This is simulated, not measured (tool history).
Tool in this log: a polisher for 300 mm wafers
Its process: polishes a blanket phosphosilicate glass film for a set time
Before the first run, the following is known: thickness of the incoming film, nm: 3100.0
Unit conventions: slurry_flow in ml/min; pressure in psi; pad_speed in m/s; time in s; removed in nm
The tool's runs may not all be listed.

{"run": 1, "hour": 0.0, "slurry_flow": 260, "pressure": 3.9, "pad_speed": 1.06, "slurry_solids": 1.0, "time": 37, "removed": 348.5}
{"run": 2, "hour": 6.4, "slurry_flow": 260, "pressure": 3.9, "pad_speed": 1.06, "slurry_solids": 1.0, "time": 33, "removed": 310.88}
{"run": 3, "hour": 10.9, "slurry_flow": 205, "pressure": 3.9, "pad_speed": 1.06, "slurry_solids": 1.0, "time": 33, "removed": 304.72}
{"run": 4, "hour": 14.3, "slurry_flow": 215, "pressure": 4.2, "pad_speed": 1.06, "slurry_solids": 1.0, "time": 33, "removed": 329.48}
{"run": 5, "hour": 17.8, "slurry_flow": 185, "pressure": 4.2, "pad_speed": 1.06, "slurry_solids": 1.0, "time": 33, "removed": 324.67}
{"run": 6, "hour": 20.3, "slurry_flow": 195, "pressure": 4.4, "pad_speed": 1.06, "slurry_solids": 1.0, "time": 33, "removed": 339.96}
{"run": 7, "hour": 21.8, "slurry_flow": 205, "pressure": 4.6, "pad_speed": 1.06, "slurry_solids": 1.0, "time": 33, "removed": 359.29}

The next listed run, before its measurement:
{"run": 8, "hour": 25.0, "slurry_flow": 215, "pressure": 4.8, "pad_speed": 1.06, "slurry_solids": 1.0, "time": 33, "removed": "?"}

{"run 8": {"removed": 373.23}}

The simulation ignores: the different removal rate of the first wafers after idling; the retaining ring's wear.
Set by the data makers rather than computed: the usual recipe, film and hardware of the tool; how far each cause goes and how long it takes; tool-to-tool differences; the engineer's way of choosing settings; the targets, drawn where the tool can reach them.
